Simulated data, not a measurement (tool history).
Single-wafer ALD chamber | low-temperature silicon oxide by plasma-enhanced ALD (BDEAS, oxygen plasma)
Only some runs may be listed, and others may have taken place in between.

| run | day | heater temperature setpoint (K) | number of ALD cycles (cycles) | mean film thickness on the monitor wafer (nm) |
|---|---|---|---|---|
| 1 | 0.000 | 373.15 | 22 | 3.1258 |
| 2 | 0.304 | 373.15 | 25 | 3.5432 |
| 3 | 0.558 | 364.15 | 25 | 3.6316 |
| 4 | 0.817 | 372.15 | 25 | 3.5621 |
| 5 | 0.954 | 375.15 | 23 | 3.2492 |
|  | 1.254 | thermocouple changed; heater temperature recalibrated |
| 6 | 1.254 | 375.15 | 26 | 3.7037 |
| 7 | 1.488 | 377.15 | 23 | 3.2697 |

Expected results for the next run?
| 8 | 1.771 | 377.15 | 21 | ? |

{"run 8": {"mean film thickness on the monitor wafer (nm)": 2.9868}}

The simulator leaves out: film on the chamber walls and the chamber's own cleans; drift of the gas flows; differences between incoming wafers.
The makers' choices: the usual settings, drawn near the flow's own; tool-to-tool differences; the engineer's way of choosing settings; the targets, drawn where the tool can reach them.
